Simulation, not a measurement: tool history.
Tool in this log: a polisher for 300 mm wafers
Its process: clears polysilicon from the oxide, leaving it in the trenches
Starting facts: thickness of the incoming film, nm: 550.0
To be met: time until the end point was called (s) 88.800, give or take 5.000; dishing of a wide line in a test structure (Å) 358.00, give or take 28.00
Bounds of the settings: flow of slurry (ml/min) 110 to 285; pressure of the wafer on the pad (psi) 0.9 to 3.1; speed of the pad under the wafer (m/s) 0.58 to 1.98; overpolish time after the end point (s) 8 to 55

run	hour	flow of slurry (ml/min)	pressure of the wafer on the pad (psi)	speed of the pad under the wafer (m/s)	overpolish time after the end point (s)	time until the end point was called (s)	dishing of a wide line in a test structure (Å)
1	0.0	180	2.0	1.28	28	42.483	591.48
2	5.9	215	2.0	1.28	28	41.536	590.71
3	8.7	230	1.8	1.20	24	47.386	566.75
4	12.8	240	1.6	1.12	21	58.572	575.66
5	18.1	200	1.6	1.12	21	59.258	565.91
6	23.9	235	1.6	1.12	21	57.481	560.84
7	31.5	245	1.5	1.10	18	63.351	546.95
8	38.8	255	1.4	1.10	16	67.243	543.51
9	40.3	260	1.3	1.10	14	72.786	514.97
10	47.4	265	1.2	1.12	13	75.299	486.43
11	51.7	270	1.1	1.14	12	81.789	436.68
12	60.1	275	1.1	1.16	11	80.248	443.37

Which single option among these 4 for the next run brings every result within its allowed miss of target? Just one does.
A	68.5	215	1.4	0.98	19	?	?
B	68.5	285	1.2	1.10	10	?	?
C	68.5	280	1.2	1.12	9	?	?
D	68.5	285	1.3	0.90	8	?	?

move	time until the end point was called (s)	dishing of a wide line in a test structure (Å)
A	75.446	529.22
B	75.765	424.97
C	74.586	406.79
D	85.145	354.51
A: further off than the last run
B: nearer than the last run, and not there yet
C: nearer than the last run, and not there yet
D: meets every target
D meets every target.
